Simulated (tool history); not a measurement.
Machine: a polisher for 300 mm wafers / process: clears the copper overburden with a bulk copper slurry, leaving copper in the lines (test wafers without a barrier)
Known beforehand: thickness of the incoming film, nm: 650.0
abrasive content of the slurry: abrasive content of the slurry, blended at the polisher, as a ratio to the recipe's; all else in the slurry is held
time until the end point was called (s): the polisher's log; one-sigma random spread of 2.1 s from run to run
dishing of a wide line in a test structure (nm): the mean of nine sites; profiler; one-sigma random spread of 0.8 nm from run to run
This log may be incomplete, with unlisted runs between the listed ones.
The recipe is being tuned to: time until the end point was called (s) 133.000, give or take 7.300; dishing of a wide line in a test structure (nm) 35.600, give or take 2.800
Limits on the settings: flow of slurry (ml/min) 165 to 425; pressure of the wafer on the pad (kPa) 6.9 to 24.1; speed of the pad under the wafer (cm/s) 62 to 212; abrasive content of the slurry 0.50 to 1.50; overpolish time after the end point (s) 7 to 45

run,hour,flow of slurry (ml/min),pressure of the wafer on the pad (kPa),speed of the pad under the wafer (cm/s),abrasive content of the slurry,overpolish time after the end point (s),time until the end point was called (s),dishing of a wide line in a test structure (nm)
1,0.0,275,15.2,136,1.00,23,70.201,37.745
2,2.9,275,11.7,136,1.00,23,91.081,36.450
3,4.2,275,15.9,136,1.00,23,67.740,38.240
4,12.6,275,14.5,134,1.00,24,74.044,40.734
5,20.1,275,13.1,132,1.00,23,82.093,37.810
6,26.9,275,11.7,130,1.00,23,96.084,37.427
7,33.9,275,7.6,128,1.00,19,146.000,29.156
8,40.6,275,7.6,126,1.00,21,148.140,30.184
9,43.2,275,7.6,126,1.00,23,147.260,29.735

Which one of the following 4 next-run settings gets every result inside its allowed miss? There is exactly one.
A,45.8,265,8.3,134,0.90,34,?,?
B,45.8,210,9.0,104,0.90,33,?,?
C,45.8,245,16.5,64,1.15,30,?,?
D,45.8,245,12.4,64,0.95,36,?,?

move,time until the end point was called (s),dishing of a wide line in a test structure (nm)
A,132.630,35.067
B,157.700,34.098
C,123.790,36.863
D,170.100,35.139
A: every result lands within tolerance
B: gets the furthest-off result to its target, but another result is out of tolerance
C: gets the furthest-off result to its target, but another result is out of tolerance
D: gets the furthest-off result to its target, but another result is out of tolerance
The right move is A.
